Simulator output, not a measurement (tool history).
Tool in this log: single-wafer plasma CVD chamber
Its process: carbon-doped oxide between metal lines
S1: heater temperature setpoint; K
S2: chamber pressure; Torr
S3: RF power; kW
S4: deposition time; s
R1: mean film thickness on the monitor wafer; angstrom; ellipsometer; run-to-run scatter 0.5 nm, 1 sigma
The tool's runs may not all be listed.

run	hour	S1	S2	S3	S4	R1
1	0	643.15	4.06	0.575	27	1422.2
2	8.6	645.15	3.83	0.545	27	1361.5
3	11.5	645.15	4.56	0.545	27	1388.1
4	13.7	645.15	4.07	0.545	27	1370.3
5	15.2	645.15	4.07	0.545	27	1370.8
6	22.3	647.15	3.92	0.525	27	1329.1

The next listed run, before its measurement:
7	24.2	648.15	3.8	0.51	27	?

{"run 7": {"R1": 1293.6}}
